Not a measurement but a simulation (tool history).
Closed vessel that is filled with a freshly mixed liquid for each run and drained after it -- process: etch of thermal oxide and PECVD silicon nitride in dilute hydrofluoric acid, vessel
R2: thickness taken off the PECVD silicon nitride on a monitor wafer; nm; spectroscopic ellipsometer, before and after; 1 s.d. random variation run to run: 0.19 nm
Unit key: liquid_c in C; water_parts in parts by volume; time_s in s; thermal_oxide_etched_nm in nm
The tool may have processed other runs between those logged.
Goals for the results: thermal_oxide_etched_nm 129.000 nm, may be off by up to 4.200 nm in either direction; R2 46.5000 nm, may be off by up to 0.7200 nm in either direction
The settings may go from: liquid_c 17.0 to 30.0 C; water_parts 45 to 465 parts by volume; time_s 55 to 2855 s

Run 1, hour 0.0: liquid_c 22.0 C, water_parts 255 parts by volume, time_s 1455 s. Result: thermal_oxide_etched_nm 24.244 nm, R2 9.8492 nm.
Run 2, hour 3.7: liquid_c 22.0 C, water_parts 255 parts by volume, time_s 835 s. Result: thermal_oxide_etched_nm 13.919 nm, R2 5.7034 nm.
Run 3, hour 6.4: liquid_c 18.5 C, water_parts 255 parts by volume, time_s 835 s. Result: thermal_oxide_etched_nm 12.161 nm, R2 4.5606 nm.
Run 4, hour 13.4: liquid_c 18.5 C, water_parts 255 parts by volume, time_s 1110 s. Result: thermal_oxide_etched_nm 15.862 nm, R2 6.0273 nm.
Run 5, hour 17.1: liquid_c 20.5 C, water_parts 255 parts by volume, time_s 1110 s. Result: thermal_oxide_etched_nm 17.309 nm, R2 6.8209 nm.
At hour 17.9: hydrofluoric acid flow meter replaced.
Run 6, hour 17.9: liquid_c 22.0 C, water_parts 215 parts by volume, time_s 1255 s. Result: thermal_oxide_etched_nm 23.130 nm, R2 9.2129 nm.
Run 7, hour 19.7: liquid_c 22.5 C, water_parts 180 parts by volume, time_s 1475 s. Result: thermal_oxide_etched_nm 33.898 nm, R2 13.2900 nm.
Run 8, hour 22.2: liquid_c 23.0 C, water_parts 155 parts by volume, time_s 1620 s. Result: thermal_oxide_etched_nm 46.165 nm, R2 17.4420 nm.
Run 9, hour 27.6: liquid_c 24.0 C, water_parts 135 parts by volume, time_s 1695 s. Result: thermal_oxide_etched_nm 57.599 nm, R2 22.4900 nm.
Run 10, hour 31.7: liquid_c 24.5 C, water_parts 115 parts by volume, time_s 1745 s. Result: thermal_oxide_etched_nm 72.270 nm, R2 27.9970 nm.
Run 11, hour 32.7: liquid_c 25.0 C, water_parts 100 parts by volume, time_s 1745 s. Result: thermal_oxide_etched_nm 86.429 nm, R2 33.2860 nm.
Run 12, hour 34.6: liquid_c 25.5 C, water_parts 90 parts by volume, time_s 1715 s. Result: thermal_oxide_etched_nm 98.282 nm, R2 37.7100 nm.
Run 13, hour 41.3: liquid_c 25.5 C, water_parts 85 parts by volume, time_s 1680 s. Result: thermal_oxide_etched_nm 102.050 nm, R2 38.9660 nm.
Run 14, hour 45.6: liquid_c 26.0 C, water_parts 45 parts by volume, time_s 1670 s. Result: thermal_oxide_etched_nm 208.350 nm, R2 74.9090 nm.
Run 15, hour 47.9: liquid_c 25.5 C, water_parts 50 parts by volume, time_s 1745 s. Result: thermal_oxide_etched_nm 192.200 nm, R2 67.9430 nm.
Run 16, hour 53.8: liquid_c 25.5 C, water_parts 55 parts by volume, time_s 1790 s. Result: thermal_oxide_etched_nm 175.360 nm, R2 63.9130 nm.
Run 17, hour 58.5: liquid_c 25.0 C, water_parts 60 parts by volume, time_s 1810 s. Result: thermal_oxide_etched_nm 161.010 nm, R2 56.8330 nm.
Run 18, hour 65.1: liquid_c 25.0 C, water_parts 65 parts by volume, time_s 1825 s. Result: thermal_oxide_etched_nm 146.600 nm, R2 52.8760 nm.
Run 19, hour 71.4: liquid_c 25.0 C, water_parts 70 parts by volume, time_s 1860 s. Result: thermal_oxide_etched_nm 138.760 nm, R2 50.2260 nm.
Run 20, hour 75.3: liquid_c 25.0 C, water_parts 70 parts by volume, time_s 1870 s. Result: thermal_oxide_etched_nm 138.420 nm, R2 50.3900 nm.
Run 21, hour 77.0: liquid_c 25.0 C, water_parts 70 parts by volume, time_s 1890 s. Result: thermal_oxide_etched_nm 140.220 nm, R2 51.4370 nm.
Run 22, hour 80.8: liquid_c 25.0 C, water_parts 70 parts by volume, time_s 1910 s. Result: thermal_oxide_etched_nm 140.510 nm, R2 51.8230 nm.

Consider the 5 candidate settings below. Which is the only one whose results all fall within their allowed miss of target?
Run A, hour 84.6: liquid_c 23.5 C, water_parts 95 parts by volume, time_s 2580 s. Result: thermal_oxide_etched_nm ?, R2 ?.
Run B, hour 84.6: liquid_c 20.5 C, water_parts 45 parts by volume, time_s 1555 s. Result: thermal_oxide_etched_nm ?, R2 ?.
Run C, hour 84.6: liquid_c 29.5 C, water_parts 130 parts by volume, time_s 2855 s. Result: thermal_oxide_etched_nm ?, R2 ?.
Run D, hour 84.6: liquid_c 28.5 C, water_parts 95 parts by volume, time_s 2130 s. Result: thermal_oxide_etched_nm ?, R2 ?.
Run E, hour 84.6: liquid_c 20.0 C, water_parts 65 parts by volume, time_s 2275 s. Result: thermal_oxide_etched_nm ?, R2 ?.

move  thermal_oxide_etched_nm       R2
   A                  127.830  46.6580
   B                  152.820  47.6580
   C                  124.410  55.5280
   D                  128.290  53.3100
   E                  147.950  47.0830
A: meets every target
B: nearer than the last run, and not there yet
C: moves away from the targets compared with the last run
D: moves away from the targets compared with the last run
E: the worst result of the last run now meets its target, but another is out of spec
The move that meets every target is A.
